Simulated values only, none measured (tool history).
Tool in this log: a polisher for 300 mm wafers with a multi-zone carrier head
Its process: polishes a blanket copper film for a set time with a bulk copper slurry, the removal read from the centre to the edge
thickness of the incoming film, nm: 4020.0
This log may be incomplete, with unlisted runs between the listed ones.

run	day	flow of slurry (ml/min)	pressure of the head's centre zone	pressure of the head's middle zone	pressure of the head's edge zone	abrasive content of the slurry	polishing time (s)	film removed at the wafer's centre (Å)	film removed at mid-radius (Å)	film removed at the wafer's edge (Å)
1	0	235	1	1	1	1	57	6574.3	6548.7	6188.6
2	0.267	235	1	1	0.97	0.9	54	5960.6	6103	5631.6
3	0.454	235	1.09	1	0.97	0.9	54	6489.6	6071.2	5597.8
4	0.588	235	1.09	1	0.97	0.9	40	4904.3	4571	4182.9
5	0.708	235	1.02	1	0.97	0.9	40	4532	4468.8	4198.8
6	0.892	235	1.02	1	0.97	1.1	40	4780.3	4706.2	4285.8
7	1.062	235	1.03	1	0.95	1.1	40	4840.3	4691.1	4321.9
8	1.208	235	1.04	1.01	0.93	1.05	40	4717.1	4671.8	4199.7

Run 9 has not been measured yet. What should we expect?
9	1.271	235	1.05	1.02	0.92	1.05	40	?	?	?

{"run 9": {"film removed at the wafer's centre (Å)": 4760, "film removed at mid-radius (Å)": 4707.6, "film removed at the wafer's edge (Å)": 4203.7}}
